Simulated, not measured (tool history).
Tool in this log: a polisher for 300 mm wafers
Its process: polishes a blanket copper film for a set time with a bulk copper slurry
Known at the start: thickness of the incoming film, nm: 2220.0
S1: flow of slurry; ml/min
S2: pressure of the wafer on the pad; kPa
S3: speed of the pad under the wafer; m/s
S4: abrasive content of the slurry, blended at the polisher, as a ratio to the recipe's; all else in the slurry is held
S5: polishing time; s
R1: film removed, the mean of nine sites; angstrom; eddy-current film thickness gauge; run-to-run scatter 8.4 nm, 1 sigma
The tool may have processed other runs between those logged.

run  hour   S1    S2    S3   S4  S5       R1
  1   0.0  225  22.8  1.32  1.0  68   9589.6
  2   1.5  225  22.8  1.32  1.0  71   9843.4
  3   7.7  225  25.5  1.32  1.0  71  11112.0
  4  10.4  200  25.5  1.32  1.0  71  10954.0
  5  13.7  200  23.4  1.32  1.0  71   9967.7
  6  15.1  200  27.6  1.32  1.0  71  12032.0

What will run 7 give?
  7  21.5  200  25.5  1.32  1.0  71   ?

Run 7 gave R1 11279.0 angstrom.

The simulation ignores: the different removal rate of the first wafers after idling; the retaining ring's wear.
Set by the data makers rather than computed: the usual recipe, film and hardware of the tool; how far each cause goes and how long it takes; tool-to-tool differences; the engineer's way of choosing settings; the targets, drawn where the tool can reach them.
